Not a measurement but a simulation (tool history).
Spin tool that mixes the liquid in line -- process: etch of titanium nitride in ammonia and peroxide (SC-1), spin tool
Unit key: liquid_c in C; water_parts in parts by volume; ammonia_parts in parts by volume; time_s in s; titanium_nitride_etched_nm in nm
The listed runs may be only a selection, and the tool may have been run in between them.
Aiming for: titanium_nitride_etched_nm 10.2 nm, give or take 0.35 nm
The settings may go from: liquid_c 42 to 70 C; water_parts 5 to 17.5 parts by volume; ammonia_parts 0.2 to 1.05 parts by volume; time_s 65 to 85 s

run,day,liquid_c,water_parts,ammonia_parts,time_s,titanium_nitride_etched_nm
1,0,58,9.5,0.55,85,4.7508
2,0.338,62,9.5,0.55,85,6.3326
3,0.554,58,9.5,0.55,85,4.8079
4,0.767,58,9.5,0.45,85,4.605
5,1.096,62,9.5,0.45,85,6.0268
6,1.471,62,8,0.45,85,6.6183
7,1.762,64,8,0.45,85,7.5473
8,2.092,65.5,8,0.45,85,8.3165
9,2.338,66.5,8,0.45,85,8.7942
10,2.446,67.5,8,0.45,85,9.2702
11,2.571,68,8,0.45,85,9.6423
12,2.942,68,8,0.45,85,9.6126

Exactly one of the 5 candidate moves below puts every result within its allowed miss. Which one?
A,3.312,64.5,5,0.4,85,?
B,3.312,64.5,5,0.6,85,?
C,3.312,66.5,7.5,0.6,85,?
D,3.312,69.5,9.5,0.55,80,?
E,3.312,68.5,6.5,0.4,75,?

move,titanium_nitride_etched_nm
A,9.2997
B,9.9007
C,9.2699
D,9.2056
E,9.307
A: the biggest miss grows against the last run
B: meets every target
C: the biggest miss grows against the last run
D: the biggest miss grows against the last run
E: the biggest miss grows against the last run
The right move is B.
